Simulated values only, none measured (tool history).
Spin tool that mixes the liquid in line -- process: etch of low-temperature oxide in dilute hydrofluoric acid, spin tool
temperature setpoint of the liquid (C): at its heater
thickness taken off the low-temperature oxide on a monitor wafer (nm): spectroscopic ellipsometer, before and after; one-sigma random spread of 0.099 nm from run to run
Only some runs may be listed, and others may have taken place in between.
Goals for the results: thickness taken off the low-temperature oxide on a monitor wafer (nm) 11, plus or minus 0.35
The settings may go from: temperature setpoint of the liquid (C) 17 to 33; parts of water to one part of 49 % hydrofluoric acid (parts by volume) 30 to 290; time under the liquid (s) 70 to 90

run,hour,temperature setpoint of the liquid (C),parts of water to one part of 49 % hydrofluoric acid (parts by volume),time under the liquid (s),thickness taken off the low-temperature oxide on a monitor wafer (nm)
1,0,25,160,90,7.3988
2,6.2,26,160,90,7.7004
3,8.1,27,160,90,7.946
4,14.6,27.5,160,90,8.1965
5,22.1,27.5,180,90,7.0258
6,28,28,175,90,7.4701
7,36.8,28.5,170,90,7.7886
8,40.2,32.5,135,90,12.057

Exercise: of the 4 proposed moves below, exactly one satisfies all targets within the stated allowed misses. Which move is it?
A,43.6,30.5,135,90,?
B,43.6,32,105,70,?
C,43.6,33,140,90,?
D,43.6,30,125,90,?

move,thickness taken off the low-temperature oxide on a monitor wafer (nm)
A,11.189
B,12.327
C,11.714
D,12.027
A: all results land within tolerance of their targets
B: misses by more than the last run did
C: nearer than the last run, and not there yet
D: no better and no worse than the last run
Answer: A
